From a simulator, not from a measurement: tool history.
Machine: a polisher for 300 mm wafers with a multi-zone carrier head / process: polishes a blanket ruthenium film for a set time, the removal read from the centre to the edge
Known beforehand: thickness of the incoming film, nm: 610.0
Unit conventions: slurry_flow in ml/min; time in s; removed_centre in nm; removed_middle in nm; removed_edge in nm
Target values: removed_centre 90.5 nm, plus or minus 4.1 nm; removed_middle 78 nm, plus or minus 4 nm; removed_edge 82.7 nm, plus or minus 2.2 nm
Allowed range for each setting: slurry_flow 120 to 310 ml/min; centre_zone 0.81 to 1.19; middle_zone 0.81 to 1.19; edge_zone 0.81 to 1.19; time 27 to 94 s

run 1 day=0 | slurry_flow=200 centre_zone=1 middle_zone=1 edge_zone=1 time=60 | removed_centre=62.174 removed_middle=62.756 removed_edge=62.179
run 2 day=0.242 | slurry_flow=200 centre_zone=1 middle_zone=0.94 edge_zone=1 time=60 | removed_centre=61.946 removed_middle=59.13 removed_edge=63.22
run 3 day=0.571 | slurry_flow=205 centre_zone=1.02 middle_zone=0.95 edge_zone=1.02 time=62 | removed_centre=65.019 removed_middle=62.892 removed_edge=65.783
run 4 day=0.675 | slurry_flow=210 centre_zone=1.04 middle_zone=0.94 edge_zone=1.03 time=63 | removed_centre=66.683 removed_middle=62.761 removed_edge=67.502
run 5 day=0.954 | slurry_flow=215 centre_zone=1.06 middle_zone=0.94 edge_zone=1.03 time=65 | removed_centre=71.034 removed_middle=64.418 removed_edge=70.76
run 6 day=1.025 | slurry_flow=220 centre_zone=1.08 middle_zone=0.95 edge_zone=1.04 time=66 | removed_centre=73.654 removed_middle=66.561 removed_edge=70.896
run 7 day=1.279 | slurry_flow=225 centre_zone=1.09 middle_zone=0.95 edge_zone=1.05 time=67 | removed_centre=77.035 removed_middle=69.256 removed_edge=73.286
run 8 day=1.308 | slurry_flow=230 centre_zone=1.1 middle_zone=0.95 edge_zone=1.06 time=67 | removed_centre=79.629 removed_middle=66.792 removed_edge=72.667
run 9 day=1.638 | slurry_flow=230 centre_zone=1.1 middle_zone=0.95 edge_zone=1.06 time=68 | removed_centre=80.992 removed_middle=68.991 removed_edge=73.929

Consider the 4 candidate settings below. Which is the only one whose results all fall within their allowed miss of target?
run A day=1.967 | slurry_flow=250 centre_zone=1.19 middle_zone=0.87 edge_zone=1.08 time=70 | removed_centre=? removed_middle=? removed_edge=?
run B day=1.967 | slurry_flow=235 centre_zone=1.06 middle_zone=1.09 edge_zone=0.92 time=66 | removed_centre=? removed_middle=? removed_edge=?
run C day=1.967 | slurry_flow=220 centre_zone=1.17 middle_zone=1 edge_zone=1.14 time=73 | removed_centre=? removed_middle=? removed_edge=?
run D day=1.967 | slurry_flow=185 centre_zone=1.05 middle_zone=0.86 edge_zone=1.14 time=72 | removed_centre=? removed_middle=? removed_edge=?

move=A removed_centre=90.199 removed_middle=69.765 removed_edge=78.652
move=B removed_centre=75.153 removed_middle=78.952 removed_edge=68.035
move=C removed_centre=90.84 removed_middle=80.357 removed_edge=83.104
move=D removed_centre=77.866 removed_middle=68.055 removed_edge=80.482
A: nearer than the last run, and not there yet
B: moves away from the targets compared with the last run
C: every result within its allowed miss
D: nearer than the last run, and not there yet
The right move is C.

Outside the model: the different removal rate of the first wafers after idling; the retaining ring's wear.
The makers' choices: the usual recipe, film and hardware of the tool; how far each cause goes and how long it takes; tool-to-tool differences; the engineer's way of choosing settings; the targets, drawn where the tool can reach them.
